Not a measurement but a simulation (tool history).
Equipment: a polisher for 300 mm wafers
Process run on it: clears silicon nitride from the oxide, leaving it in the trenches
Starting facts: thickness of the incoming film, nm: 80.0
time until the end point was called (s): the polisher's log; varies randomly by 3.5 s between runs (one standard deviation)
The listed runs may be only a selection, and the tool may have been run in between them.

run,hour,flow of slurry (ml/min),pressure of the wafer on the pad (psi),speed of the pad under the wafer (cm/s),overpolish time after the end point (s),time until the end point was called (s)
1,0,130,1.6,110,30,127.75
2,1,130,1.4,108,30,144.3
3,3.3,130,1.4,122,30,127.5
4,8.8,130,1.4,122,32,128.41
5,16.9,130,1.4,148,32,104.98
6,25,160,1.4,148,32,102.63
7,25.9,160,1.2,138,32,125.7
8,26.8,160,1.1,130,32,142.5
9,30.2,160,1,124,32,159.94
10,37.3,160,0.9,120,32,178.01
11,43.6,160,0.9,120,32,181.92
12,44.8,160,0.9,118,32,181.23
13,51.7,160,0.9,116,32,181.85
14,55.6,150,0.7,108,32,242.62

Run 15, settings as shown, results not yet in. Your forecast:
15,57.7,155,0.7,108,32,?

Run 15 came out at time until the end point was called (s) 243.12.
